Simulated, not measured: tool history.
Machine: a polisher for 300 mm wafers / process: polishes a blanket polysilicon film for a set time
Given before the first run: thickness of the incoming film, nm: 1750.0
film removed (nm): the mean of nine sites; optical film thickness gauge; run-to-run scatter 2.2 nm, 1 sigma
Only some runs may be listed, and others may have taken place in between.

run,hour,flow of slurry (ml/min),pressure of the wafer on the pad (psi),speed of the pad under the wafer (cm/s),polishing time (s),film removed (nm)
1,0.0,315,3.1,120,34,383.30
2,7.8,315,2.7,120,34,347.54
3,8.9,315,2.7,138,34,397.29
4,15.7,315,2.3,134,34,342.90
5,19.0,315,2.0,132,34,317.06
6,20.0,315,1.8,128,34,288.54

Run 7 is up next; what results do you expect?
7,27.3,315,1.7,126,34,?

Run 7 measured film removed (nm) 278.16.
